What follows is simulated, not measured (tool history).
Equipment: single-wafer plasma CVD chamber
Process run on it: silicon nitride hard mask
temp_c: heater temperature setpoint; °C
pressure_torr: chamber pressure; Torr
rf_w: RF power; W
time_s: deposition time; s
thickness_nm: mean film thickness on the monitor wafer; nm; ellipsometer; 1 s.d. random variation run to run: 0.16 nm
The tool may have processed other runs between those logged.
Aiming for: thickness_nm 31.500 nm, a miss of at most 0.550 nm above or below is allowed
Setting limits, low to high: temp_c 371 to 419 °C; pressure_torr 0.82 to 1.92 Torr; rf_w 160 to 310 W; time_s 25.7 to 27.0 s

Run 1, hour 0.0: temp_c 395 °C, pressure_torr 1.37 Torr, rf_w 235 W, time_s 27.0 s. Result: thickness_nm 27.524 nm.
Run 2, hour 2.4: temp_c 395 °C, pressure_torr 1.37 Torr, rf_w 235 W, time_s 27.0 s. Result: thickness_nm 27.209 nm.
Run 3, hour 7.4: temp_c 395 °C, pressure_torr 1.42 Torr, rf_w 235 W, time_s 27.0 s. Result: thickness_nm 27.745 nm.
Run 4, hour 15.7: temp_c 395 °C, pressure_torr 1.47 Torr, rf_w 235 W, time_s 27.0 s. Result: thickness_nm 27.805 nm.
Run 5, hour 23.5: temp_c 395 °C, pressure_torr 1.33 Torr, rf_w 235 W, time_s 27.0 s. Result: thickness_nm 27.179 nm.
Run 6, hour 26.4: temp_c 395 °C, pressure_torr 1.33 Torr, rf_w 220 W, time_s 27.0 s. Result: thickness_nm 26.016 nm.
Run 7, hour 29.9: temp_c 395 °C, pressure_torr 1.39 Torr, rf_w 225 W, time_s 27.0 s. Result: thickness_nm 26.817 nm.
Run 8, hour 38.6: temp_c 395 °C, pressure_torr 1.44 Torr, rf_w 230 W, time_s 27.0 s. Result: thickness_nm 27.348 nm.
Run 9, hour 40.7: temp_c 395 °C, pressure_torr 1.49 Torr, rf_w 235 W, time_s 27.0 s. Result: thickness_nm 28.268 nm.
Run 10, hour 43.0: temp_c 395 °C, pressure_torr 1.53 Torr, rf_w 235 W, time_s 27.0 s. Result: thickness_nm 28.386 nm.
Run 11, hour 44.6: temp_c 395 °C, pressure_torr 1.80 Torr, rf_w 250 W, time_s 27.0 s. Result: thickness_nm 31.065 nm.
Run 12, hour 49.4: temp_c 395 °C, pressure_torr 1.81 Torr, rf_w 250 W, time_s 27.0 s. Result: thickness_nm 31.036 nm.

Exercise: of the 4 proposed moves below, exactly one satisfies all targets within the stated allowed misses. Which move is it?
Run A, hour 54.2: temp_c 392 °C, pressure_torr 1.74 Torr, rf_w 260 W, time_s 26.0 s. Result: thickness_nm ?.
Run B, hour 54.2: temp_c 389 °C, pressure_torr 1.88 Torr, rf_w 245 W, time_s 26.6 s. Result: thickness_nm ?.
Run C, hour 54.2: temp_c 380 °C, pressure_torr 1.75 Torr, rf_w 265 W, time_s 26.5 s. Result: thickness_nm ?.
Run D, hour 54.2: temp_c 393 °C, pressure_torr 1.74 Torr, rf_w 250 W, time_s 26.6 s. Result: thickness_nm ?.

move  thickness_nm
   A        30.081
   B        30.254
   C        31.258
   D        29.963
A: its largest miss is bigger than the last run's
B: its largest miss is bigger than the last run's
C: every result within its allowed miss
D: its largest miss is bigger than the last run's
So the answer is move C, the one that meets all the targets.

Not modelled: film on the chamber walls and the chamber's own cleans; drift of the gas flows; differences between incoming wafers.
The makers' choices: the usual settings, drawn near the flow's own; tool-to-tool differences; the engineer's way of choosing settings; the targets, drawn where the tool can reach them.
